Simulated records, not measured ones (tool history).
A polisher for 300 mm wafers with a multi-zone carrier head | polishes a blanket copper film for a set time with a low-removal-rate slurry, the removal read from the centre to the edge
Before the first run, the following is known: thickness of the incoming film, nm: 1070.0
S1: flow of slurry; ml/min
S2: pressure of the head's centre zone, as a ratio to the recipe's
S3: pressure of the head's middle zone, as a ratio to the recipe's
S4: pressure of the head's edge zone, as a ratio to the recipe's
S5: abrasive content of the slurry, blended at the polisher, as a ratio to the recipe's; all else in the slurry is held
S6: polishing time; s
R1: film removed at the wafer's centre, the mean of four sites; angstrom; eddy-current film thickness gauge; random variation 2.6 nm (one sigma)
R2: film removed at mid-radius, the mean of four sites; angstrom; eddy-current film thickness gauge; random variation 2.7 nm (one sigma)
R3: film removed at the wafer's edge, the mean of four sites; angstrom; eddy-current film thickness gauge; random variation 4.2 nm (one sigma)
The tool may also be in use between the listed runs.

{"run": 1, "hour": 0.0, "S1": 190, "S2": 1.0, "S3": 1.0, "S4": 1.0, "S5": 1.0, "S6": 86, "R1": 2673.9, "R2": 2775.6, "R3": 2749.5}
{"run": 2, "hour": 6.8, "S1": 190, "S2": 1.0, "S3": 1.0, "S4": 1.0, "S5": 0.85, "S6": 86, "R1": 2558.0, "R2": 2617.0, "R3": 2598.4}
{"run": 3, "hour": 15.8, "S1": 190, "S2": 1.0, "S3": 1.0, "S4": 1.0, "S5": 0.85, "S6": 72, "R1": 2152.5, "R2": 2202.3, "R3": 2159.8}
{"run": 4, "hour": 18.5, "S1": 190, "S2": 1.0, "S3": 1.0, "S4": 1.0, "S5": 0.85, "S6": 54, "R1": 1606.0, "R2": 1652.8, "R3": 1670.0}
{"run": 5, "hour": 22.4, "S1": 195, "S2": 0.99, "S3": 0.98, "S4": 1.06, "S5": 1.05, "S6": 66, "R1": 2070.5, "R2": 2140.1, "R3": 2220.1}
{"run": 6, "hour": 23.8, "S1": 195, "S2": 0.98, "S3": 0.96, "S4": 1.1, "S5": 1.2, "S6": 73, "R1": 2399.0, "R2": 2349.4, "R3": 2561.5}
{"run": 7, "hour": 32.4, "S1": 195, "S2": 0.95, "S3": 0.96, "S4": 1.13, "S5": 1.3, "S6": 80, "R1": 2562.8, "R2": 2706.5, "R3": 2902.1}
{"run": 8, "hour": 34.9, "S1": 195, "S2": 0.94, "S3": 0.94, "S4": 1.15, "S5": 1.35, "S6": 85, "R1": 2697.2, "R2": 2809.1, "R3": 3122.5}

What does the tool deliver on the next run?
{"run": 9, "hour": 42.5, "S1": 200, "S2": 0.93, "S3": 0.93, "S4": 1.16, "S5": 1.4, "S6": 89, "R1": "?", "R2": "?", "R3": "?"}

Run 9 yielded R1 2819.4 angstrom, R2 2989.3 angstrom, R3 3313.6 angstrom.

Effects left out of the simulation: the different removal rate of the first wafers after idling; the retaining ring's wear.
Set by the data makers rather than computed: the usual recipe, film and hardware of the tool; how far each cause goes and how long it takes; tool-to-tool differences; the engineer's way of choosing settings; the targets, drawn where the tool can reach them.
